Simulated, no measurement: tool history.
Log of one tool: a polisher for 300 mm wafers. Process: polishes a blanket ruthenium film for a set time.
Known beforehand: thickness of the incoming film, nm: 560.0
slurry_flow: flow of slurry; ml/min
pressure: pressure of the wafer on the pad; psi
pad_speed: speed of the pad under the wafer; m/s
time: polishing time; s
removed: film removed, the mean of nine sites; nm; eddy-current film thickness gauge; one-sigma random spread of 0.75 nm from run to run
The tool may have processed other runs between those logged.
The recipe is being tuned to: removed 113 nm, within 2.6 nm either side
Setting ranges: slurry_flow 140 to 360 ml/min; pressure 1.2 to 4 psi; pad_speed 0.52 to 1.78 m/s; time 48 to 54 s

run,hour,slurry_flow,pressure,pad_speed,time,removed
1,0,230,2.6,1.14,54,86.407
2,6.6,285,2.6,1.14,54,89.126
3,15.1,285,2.6,1.34,54,104.79
4,16.3,290,2.6,1.34,54,103.56
5,20.5,290,2.6,1.54,54,119.45
6,27.3,285,2.6,1.54,54,117.32
7,32.1,280,2.6,1.54,54,120
8,35.7,275,2.6,1.54,54,119.71

4 next moves are on the table. One of them brings every result within its allowed miss. Which?
A,39.3,275,2.6,1.52,52,?
B,39.3,265,2.6,1.46,51,?
C,39.3,275,3.1,1.22,53,?
D,39.3,280,2.1,1.7,53,?

move,removed
A,112.51
B,105.73
C,107.64
D,107.26
A: each result inside its tolerance
B: carries the result that was furthest off beyond its target, to the other side
C: carries the result that was furthest off beyond its target, to the other side
D: carries the result that was furthest off beyond its target, to the other side
Answer: A
